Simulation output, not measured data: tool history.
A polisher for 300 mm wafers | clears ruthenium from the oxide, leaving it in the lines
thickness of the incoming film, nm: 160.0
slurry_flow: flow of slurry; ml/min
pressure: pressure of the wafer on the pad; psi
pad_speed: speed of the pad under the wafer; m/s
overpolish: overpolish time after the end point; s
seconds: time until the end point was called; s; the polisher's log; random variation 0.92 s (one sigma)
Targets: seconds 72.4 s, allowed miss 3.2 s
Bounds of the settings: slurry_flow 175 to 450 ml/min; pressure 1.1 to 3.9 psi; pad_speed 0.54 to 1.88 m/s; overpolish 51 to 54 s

{"run": 1, "day": 0.0, "slurry_flow": 290, "pressure": 2.5, "pad_speed": 1.2, "overpolish": 51, "seconds": 100.11}
{"run": 2, "day": 0.054, "slurry_flow": 290, "pressure": 3.1, "pad_speed": 1.2, "overpolish": 51, "seconds": 81.436}
{"run": 3, "day": 0.296, "slurry_flow": 290, "pressure": 3.2, "pad_speed": 1.2, "overpolish": 51, "seconds": 79.187}
{"run": 4, "day": 0.338, "slurry_flow": 330, "pressure": 3.2, "pad_speed": 1.2, "overpolish": 51, "seconds": 78.517}
{"run": 5, "day": 0.692, "slurry_flow": 330, "pressure": 3.8, "pad_speed": 1.2, "overpolish": 51, "seconds": 66.011}
{"run": 6, "day": 0.733, "slurry_flow": 330, "pressure": 3.9, "pad_speed": 1.2, "overpolish": 51, "seconds": 63.803}
{"run": 7, "day": 0.875, "slurry_flow": 330, "pressure": 3.9, "pad_speed": 1.2, "overpolish": 51, "seconds": 64.424}
{"run": 8, "day": 1.133, "slurry_flow": 330, "pressure": 3.8, "pad_speed": 1.2, "overpolish": 51, "seconds": 67.05}
{"run": 9, "day": 1.446, "slurry_flow": 330, "pressure": 3.7, "pad_speed": 1.2, "overpolish": 51, "seconds": 66.963}

4 next moves are on the table. One of them brings every result within its allowed miss. Which?
{"run": "A", "day": 1.758, "slurry_flow": 320, "pressure": 3.6, "pad_speed": 1.32, "overpolish": 53, "seconds": "?"}
{"run": "B", "day": 1.758, "slurry_flow": 255, "pressure": 3.9, "pad_speed": 1.08, "overpolish": 54, "seconds": "?"}
{"run": "C", "day": 1.758, "slurry_flow": 295, "pressure": 3.1, "pad_speed": 1.24, "overpolish": 53, "seconds": "?"}
{"run": "D", "day": 1.758, "slurry_flow": 350, "pressure": 3.6, "pad_speed": 0.98, "overpolish": 51, "seconds": "?"}

move=A seconds=64.128
move=B seconds=73.759
move=C seconds=79.486
move=D seconds=84.901
A: further off than the last run
B: meets every target
C: takes the result that was furthest off past its target
D: takes the result that was furthest off past its target
Answer: B

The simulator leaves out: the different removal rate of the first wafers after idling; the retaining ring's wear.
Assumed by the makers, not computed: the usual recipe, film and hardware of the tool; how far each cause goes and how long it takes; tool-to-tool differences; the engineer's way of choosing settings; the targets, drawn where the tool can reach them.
